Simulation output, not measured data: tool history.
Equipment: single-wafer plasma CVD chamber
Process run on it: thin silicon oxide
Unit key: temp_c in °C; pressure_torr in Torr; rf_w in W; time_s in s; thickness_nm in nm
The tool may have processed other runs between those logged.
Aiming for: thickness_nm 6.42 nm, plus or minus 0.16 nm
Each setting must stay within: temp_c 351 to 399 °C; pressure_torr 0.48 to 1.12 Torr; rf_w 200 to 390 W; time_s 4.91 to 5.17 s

Run 1, hour 0: temp_c 375 °C, pressure_torr 0.8 Torr, rf_w 295 W, time_s 5.17 s. Result: thickness_nm 8.9484 nm.
Run 2, hour 8.1: temp_c 375 °C, pressure_torr 0.722 Torr, rf_w 295 W, time_s 5.17 s. Result: thickness_nm 8.062 nm.
Run 3, hour 15.6: temp_c 375 °C, pressure_torr 0.703 Torr, rf_w 295 W, time_s 5.17 s. Result: thickness_nm 7.8414 nm.
Run 4, hour 21.7: temp_c 375 °C, pressure_torr 0.687 Torr, rf_w 295 W, time_s 5.17 s. Result: thickness_nm 7.6501 nm.
Run 5, hour 23.2: temp_c 375 °C, pressure_torr 0.673 Torr, rf_w 295 W, time_s 5.17 s. Result: thickness_nm 7.4691 nm.
Run 6, hour 24.2: temp_c 375 °C, pressure_torr 0.662 Torr, rf_w 295 W, time_s 5.17 s. Result: thickness_nm 7.3615 nm.
Run 7, hour 30.4: temp_c 375 °C, pressure_torr 0.652 Torr, rf_w 295 W, time_s 5.17 s. Result: thickness_nm 7.2221 nm.
Run 8, hour 38: temp_c 375 °C, pressure_torr 0.644 Torr, rf_w 295 W, time_s 5.17 s. Result: thickness_nm 7.1443 nm.
Run 9, hour 42.7: temp_c 375 °C, pressure_torr 0.541 Torr, rf_w 290 W, time_s 5.16 s. Result: thickness_nm 5.7893 nm.
Run 10, hour 49.2: temp_c 375 °C, pressure_torr 0.609 Torr, rf_w 290 W, time_s 5.16 s. Result: thickness_nm 6.6616 nm.
Run 11, hour 57.4: temp_c 375 °C, pressure_torr 0.607 Torr, rf_w 290 W, time_s 5.16 s. Result: thickness_nm 6.6358 nm.
Run 12, hour 60.8: temp_c 375 °C, pressure_torr 0.605 Torr, rf_w 290 W, time_s 5.16 s. Result: thickness_nm 6.5837 nm.

Consider the 4 candidate settings below. Which is the only one whose results all fall within their allowed miss of target?
Run A, hour 64.2: temp_c 377 °C, pressure_torr 0.617 Torr, rf_w 290 W, time_s 5.17 s. Result: thickness_nm ?.
Run B, hour 64.2: temp_c 375 °C, pressure_torr 0.62 Torr, rf_w 290 W, time_s 4.91 s. Result: thickness_nm ?.
Run C, hour 64.2: temp_c 351 °C, pressure_torr 0.58 Torr, rf_w 325 W, time_s 5.17 s. Result: thickness_nm ?.
Run D, hour 64.2: temp_c 393 °C, pressure_torr 0.639 Torr, rf_w 280 W, time_s 5.17 s. Result: thickness_nm ?.

move  thickness_nm
   A        6.7479
   B        6.4526
   C        6.7047
   D        6.8407
A: misses by more than the last run did
B: all results land within tolerance of their targets
C: misses by more than the last run did
D: misses by more than the last run did
Move B is the one to make.
